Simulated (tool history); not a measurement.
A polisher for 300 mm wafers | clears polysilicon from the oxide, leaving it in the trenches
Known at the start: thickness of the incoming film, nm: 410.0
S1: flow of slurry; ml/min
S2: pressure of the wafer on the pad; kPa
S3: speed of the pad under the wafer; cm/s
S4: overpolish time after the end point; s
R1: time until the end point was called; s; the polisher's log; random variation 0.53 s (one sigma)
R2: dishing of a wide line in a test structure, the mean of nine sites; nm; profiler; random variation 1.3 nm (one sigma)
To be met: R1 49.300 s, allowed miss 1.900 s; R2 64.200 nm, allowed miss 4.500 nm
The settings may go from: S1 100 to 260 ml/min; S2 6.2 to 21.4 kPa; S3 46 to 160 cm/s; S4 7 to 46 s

Run 1, hour 0.0: S1 165 ml/min, S2 13.8 kPa, S3 102 cm/s, S4 24 s. Result: R1 35.294 s, R2 65.109 nm.
Run 2, hour 7.0: S1 165 ml/min, S2 13.1 kPa, S3 102 cm/s, S4 24 s. Result: R1 36.814 s, R2 67.216 nm.
Run 3, hour 13.1: S1 165 ml/min, S2 13.1 kPa, S3 124 cm/s, S4 24 s. Result: R1 31.334 s, R2 66.852 nm.
Run 4, hour 19.6: S1 165 ml/min, S2 13.1 kPa, S3 124 cm/s, S4 14 s. Result: R1 31.013 s, R2 61.651 nm.
Run 5, hour 21.4: S1 165 ml/min, S2 13.1 kPa, S3 138 cm/s, S4 14 s. Result: R1 28.331 s, R2 63.310 nm.
Run 6, hour 28.3: S1 165 ml/min, S2 9.7 kPa, S3 138 cm/s, S4 14 s. Result: R1 38.248 s, R2 60.153 nm.
Run 7, hour 37.2: S1 165 ml/min, S2 9.7 kPa, S3 138 cm/s, S4 16 s. Result: R1 38.214 s, R2 59.398 nm.
Run 8, hour 40.4: S1 165 ml/min, S2 9.7 kPa, S3 138 cm/s, S4 18 s. Result: R1 37.350 s, R2 64.048 nm.
Run 9, hour 48.4: S1 165 ml/min, S2 9.0 kPa, S3 138 cm/s, S4 18 s. Result: R1 40.855 s, R2 61.207 nm.
Run 10, hour 49.8: S1 165 ml/min, S2 9.0 kPa, S3 138 cm/s, S4 19 s. Result: R1 40.458 s, R2 63.252 nm.

4 next moves are on the table. One of them brings every result within its allowed miss. Which?
Run A, hour 51.2: S1 110 ml/min, S2 9.0 kPa, S3 120 cm/s, S4 29 s. Result: R1 ?, R2 ?.
Run B, hour 51.2: S1 100 ml/min, S2 11.7 kPa, S3 134 cm/s, S4 24 s. Result: R1 ?, R2 ?.
Run C, hour 51.2: S1 150 ml/min, S2 6.9 kPa, S3 146 cm/s, S4 15 s. Result: R1 ?, R2 ?.
Run D, hour 51.2: S1 190 ml/min, S2 6.9 kPa, S3 128 cm/s, S4 32 s. Result: R1 ?, R2 ?.

move      R1      R2
   A  49.540  65.355
   B  35.184  66.226
   C  50.363  56.161
   D  55.120  65.297
A: meets every target
B: further off than the last run
C: brings the result that was furthest off to its target, and leaves another outside
D: takes the result that was furthest off past its target
Move A is the one to make.
